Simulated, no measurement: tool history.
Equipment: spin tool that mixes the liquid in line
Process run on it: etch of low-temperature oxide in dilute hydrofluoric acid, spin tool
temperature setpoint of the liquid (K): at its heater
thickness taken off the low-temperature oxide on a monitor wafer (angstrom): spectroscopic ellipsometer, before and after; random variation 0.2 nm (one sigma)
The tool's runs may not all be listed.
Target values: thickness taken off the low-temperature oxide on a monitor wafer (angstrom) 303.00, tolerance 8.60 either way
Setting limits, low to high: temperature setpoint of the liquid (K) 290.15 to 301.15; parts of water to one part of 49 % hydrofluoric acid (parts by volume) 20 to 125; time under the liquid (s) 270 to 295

| run | hour | temperature setpoint of the liquid (K) | parts of water to one part of 49 % hydrofluoric acid (parts by volume) | time under the liquid (s) | thickness taken off the low-temperature oxide on a monitor wafer (angstrom) |
|---|---|---|---|---|---|
| 1 | 0.0 | 293.15 | 70 | 270 | 456.17 |
| 2 | 8.6 | 293.15 | 55 | 270 | 587.18 |
| 3 | 9.4 | 292.15 | 65 | 270 | 470.20 |
| 4 | 13.4 | 292.15 | 85 | 270 | 353.40 |
| 5 | 16.8 | 290.15 | 85 | 270 | 324.72 |
| 6 | 22.5 | 292.65 | 85 | 270 | 360.57 |
| 7 | 25.5 | 292.65 | 85 | 270 | 363.53 |
| 8 | 28.0 | 292.15 | 85 | 270 | 353.68 |
| 9 | 29.3 | 291.65 | 85 | 270 | 347.16 |

Consider the 5 candidate settings below. Which is the only one whose results all fall within their allowed miss of target?
| A | 30.6 | 291.15 | 95 | 275 | ? |
| B | 30.6 | 292.15 | 95 | 280 | ? |
| C | 30.6 | 291.15 | 75 | 285 | ? |
| D | 30.6 | 291.65 | 95 | 280 | ? |
| E | 30.6 | 292.15 | 80 | 270 | ? |

| move | thickness taken off the low-temperature oxide on a monitor wafer (angstrom) |
|---|---|
| A | 304.97 |
| B | 323.75 |
| C | 409.15 |
| D | 317.08 |
| E | 376.96 |
A: each result inside its tolerance
B: an improvement on the last run, though not all results are within tolerance
C: lands further from the targets than the last run did
D: an improvement on the last run, though not all results are within tolerance
E: lands further from the targets than the last run did
Move A is the one to make.
